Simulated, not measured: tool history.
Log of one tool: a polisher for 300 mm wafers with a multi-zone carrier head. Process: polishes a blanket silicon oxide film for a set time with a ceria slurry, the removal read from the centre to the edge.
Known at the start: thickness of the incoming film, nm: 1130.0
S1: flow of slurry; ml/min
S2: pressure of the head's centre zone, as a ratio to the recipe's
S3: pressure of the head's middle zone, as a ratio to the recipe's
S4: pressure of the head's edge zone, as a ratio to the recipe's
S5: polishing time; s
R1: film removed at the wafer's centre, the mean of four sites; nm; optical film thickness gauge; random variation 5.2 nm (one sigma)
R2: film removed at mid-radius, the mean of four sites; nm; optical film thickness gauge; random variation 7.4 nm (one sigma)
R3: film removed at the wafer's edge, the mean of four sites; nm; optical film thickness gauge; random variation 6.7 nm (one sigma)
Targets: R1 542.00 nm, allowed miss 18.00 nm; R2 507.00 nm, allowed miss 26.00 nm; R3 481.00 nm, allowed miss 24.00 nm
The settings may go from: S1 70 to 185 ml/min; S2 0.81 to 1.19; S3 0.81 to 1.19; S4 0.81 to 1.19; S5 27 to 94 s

run  hour   S1    S2    S3    S4  S5      R1      R2      R3
  1   0.0  120  1.00  1.00  1.00  60  360.78  362.34  351.84
  2   6.4  125  1.02  1.01  1.02  62  373.90  373.46  362.50
  3  14.4  125  0.97  1.01  1.02  62  358.63  379.09  364.60
  4  17.0  125  0.89  1.01  1.02  62  334.04  373.80  353.02
  5  19.5  105  0.89  1.01  1.02  62  321.01  366.13  355.68
  6  23.1  110  0.94  1.02  1.02  65  354.84  375.91  373.15
  7  28.9  120  0.97  1.03  1.02  68  391.65  409.21  405.03
  8  37.4  125  1.00  1.05  1.01  69  411.17  428.23  407.61

Which of these 5 next moves meets every target?
  A  45.9  150  0.87  1.19  0.93  81   ?   ?   ?
  B  45.9  145  1.10  1.02  0.99  81   ?   ?   ?
  C  45.9  180  1.10  1.08  0.81  81   ?   ?   ?
  D  45.9   70  0.89  0.81  1.19  79   ?   ?   ?
  E  45.9  145  0.93  1.12  1.05  77   ?   ?   ?

move      R1      R2      R3
   A  438.42  570.56  461.79
   B  551.55  502.96  474.90
   C  571.56  542.37  442.72
   D  375.90  365.15  467.66
   E  443.00  514.30  464.03
A: nearer than the last run, and not there yet
B: meets every target
C: takes the result that was furthest off past its target
D: further off than the last run
E: nearer than the last run, and not there yet
Answer: B
